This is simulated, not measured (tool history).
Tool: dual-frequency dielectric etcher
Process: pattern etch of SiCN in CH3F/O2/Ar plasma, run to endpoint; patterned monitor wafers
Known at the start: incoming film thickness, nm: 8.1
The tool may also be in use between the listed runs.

{"run": 1, "hour": 0.0, "source power (W)": 510, "bias power (W)": 104, "endpoint time (s)": 18.072}
{"run": 2, "hour": 7.0, "source power (W)": 510, "bias power (W)": 114, "endpoint time (s)": 17.413}
{"run": 3, "hour": 13.4, "source power (W)": 460, "bias power (W)": 114, "endpoint time (s)": 18.563}
{"run": 4, "hour": 19.1, "source power (W)": 460, "bias power (W)": 132, "endpoint time (s)": 17.101}
{"run": 5, "hour": 27.4, "source power (W)": 420, "bias power (W)": 126, "endpoint time (s)": 18.641}
{"run": 6, "hour": 33.1, "source power (W)": 380, "bias power (W)": 126, "endpoint time (s)": 19.966}
{"run": 7, "hour": 41.9, "source power (W)": 370, "bias power (W)": 126, "endpoint time (s)": 20.056}

Run 8 comes next. What will it give?
{"run": 8, "hour": 44.6, "source power (W)": 360, "bias power (W)": 126, "endpoint time (s)": "?"}

Run 8 gave endpoint time (s) 21.056.
